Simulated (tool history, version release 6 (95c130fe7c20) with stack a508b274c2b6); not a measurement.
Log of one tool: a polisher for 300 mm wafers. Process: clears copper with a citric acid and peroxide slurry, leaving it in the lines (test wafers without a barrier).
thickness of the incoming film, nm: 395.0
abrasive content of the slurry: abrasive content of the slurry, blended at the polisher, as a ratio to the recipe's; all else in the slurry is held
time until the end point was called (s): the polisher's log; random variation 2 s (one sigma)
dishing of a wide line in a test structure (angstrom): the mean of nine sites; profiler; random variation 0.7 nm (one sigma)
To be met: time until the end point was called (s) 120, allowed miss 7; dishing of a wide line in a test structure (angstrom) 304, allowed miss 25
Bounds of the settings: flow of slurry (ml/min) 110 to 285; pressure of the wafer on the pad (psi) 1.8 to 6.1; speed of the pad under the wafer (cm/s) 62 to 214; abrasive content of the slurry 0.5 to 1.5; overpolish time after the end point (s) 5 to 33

run	hour	flow of slurry (ml/min)	pressure of the wafer on the pad (psi)	speed of the pad under the wafer (cm/s)	abrasive content of the slurry	overpolish time after the end point (s)	time until the end point was called (s)	dishing of a wide line in a test structure (angstrom)
1	0	180	3.9	138	1	17	88.441	306.67
2	5.1	180	3.7	138	1	18	91.768	305.31
3	7.1	180	3.5	136	1	19	97.363	297.3
4	13.8	180	3.4	134	1	21	99.44	314.95
5	18.7	180	3.4	134	1	15	101.19	278.45
6	20.3	180	3.4	134	1	8	100.52	185.99
7	22.7	180	3.3	132	1	11	106.27	230.33
8	31.4	180	3.2	132	1	13	106.09	242.32
9	33.2	180	3.1	132	1	14	110.2	248.41

Which of these 4 next moves meets every target?
A	35	175	3.8	128	1.1	10	?	?
B	35	260	3.1	112	1.3	14	?	?
C	35	160	3.2	152	0.95	15	?	?
D	35	220	3.2	112	1.15	21	?	?

move	time until the end point was called (s)	dishing of a wide line in a test structure (angstrom)
A	98.579	227.85
B	120.19	245.14
C	100.98	276.29
D	122.03	294.42
A: further off than the last run
B: further off than the last run
C: further off than the last run
D: meets every target
Move D is the one to make.
